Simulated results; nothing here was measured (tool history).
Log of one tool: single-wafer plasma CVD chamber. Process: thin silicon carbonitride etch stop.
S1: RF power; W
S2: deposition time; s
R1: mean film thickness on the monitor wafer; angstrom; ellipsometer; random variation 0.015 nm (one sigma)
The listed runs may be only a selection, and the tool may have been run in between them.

run 1 hour=0.0 | S1=185 S2=9.37 | R1=53.726
run 2 hour=0.9 | S1=185 S2=9.88 | R1=56.764
run 3 hour=3.2 | S1=195 S2=9.88 | R1=57.444
run 4 hour=12.0 | S1=205 S2=9.88 | R1=58.745
run 5 hour=20.7 | S1=205 S2=10.34 | R1=61.177
run 6 hour=29.0 | S1=195 S2=9.67 | R1=56.444
run 7 hour=37.3 | S1=185 S2=9.20 | R1=52.589
run 8 hour=38.6 | S1=175 S2=8.90 | R1=50.140

What will run 9 give?
run 9 hour=43.4 | S1=170 S2=8.69 | R1=?

Run 9 measured R1 48.470 angstrom.

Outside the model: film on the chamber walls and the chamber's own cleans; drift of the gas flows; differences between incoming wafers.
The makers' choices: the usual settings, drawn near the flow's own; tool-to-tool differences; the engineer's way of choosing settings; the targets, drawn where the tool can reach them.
